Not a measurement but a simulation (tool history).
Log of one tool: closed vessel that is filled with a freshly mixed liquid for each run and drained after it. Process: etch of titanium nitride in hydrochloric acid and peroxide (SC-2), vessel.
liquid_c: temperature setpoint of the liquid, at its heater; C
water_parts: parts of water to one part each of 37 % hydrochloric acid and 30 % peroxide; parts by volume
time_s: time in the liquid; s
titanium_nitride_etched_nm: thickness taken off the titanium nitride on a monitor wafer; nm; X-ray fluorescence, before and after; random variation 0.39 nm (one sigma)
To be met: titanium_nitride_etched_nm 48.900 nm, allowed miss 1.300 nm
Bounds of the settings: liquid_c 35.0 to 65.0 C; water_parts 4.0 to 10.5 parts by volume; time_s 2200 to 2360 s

run 1 hour=0.0 | liquid_c=49.0 water_parts=5.5 time_s=2200 | titanium_nitride_etched_nm=66.665
run 2 hour=4.1 | liquid_c=49.0 water_parts=5.5 time_s=2360 | titanium_nitride_etched_nm=71.263
run 3 hour=8.2 | liquid_c=49.0 water_parts=5.5 time_s=2200 | titanium_nitride_etched_nm=65.487
run 4 hour=10.3 | liquid_c=48.5 water_parts=5.5 time_s=2200 | titanium_nitride_etched_nm=63.881
run 5 hour=14.7 | liquid_c=45.0 water_parts=5.5 time_s=2200 | titanium_nitride_etched_nm=50.232
run 6 hour=23.2 | liquid_c=38.0 water_parts=5.5 time_s=2200 | titanium_nitride_etched_nm=30.638
run 7 hour=25.1 | liquid_c=39.0 water_parts=5.5 time_s=2200 | titanium_nitride_etched_nm=33.140
run 8 hour=31.7 | liquid_c=45.5 water_parts=5.5 time_s=2200 | titanium_nitride_etched_nm=52.500
run 9 hour=33.2 | liquid_c=45.0 water_parts=5.5 time_s=2200 | titanium_nitride_etched_nm=50.801

Which of these 4 next moves meets every target?
run A hour=34.7 | liquid_c=42.5 water_parts=4.5 time_s=2200 | titanium_nitride_etched_nm=?
run B hour=34.7 | liquid_c=47.0 water_parts=6.0 time_s=2200 | titanium_nitride_etched_nm=?
run C hour=34.7 | liquid_c=45.5 water_parts=5.5 time_s=2265 | titanium_nitride_etched_nm=?
run D hour=34.7 | liquid_c=46.0 water_parts=5.5 time_s=2220 | titanium_nitride_etched_nm=?

move=A titanium_nitride_etched_nm=48.742
move=B titanium_nitride_etched_nm=53.998
move=C titanium_nitride_etched_nm=53.529
move=D titanium_nitride_etched_nm=54.293
A: meets every target
B: further off than the last run
C: further off than the last run
D: further off than the last run
The right move is A.
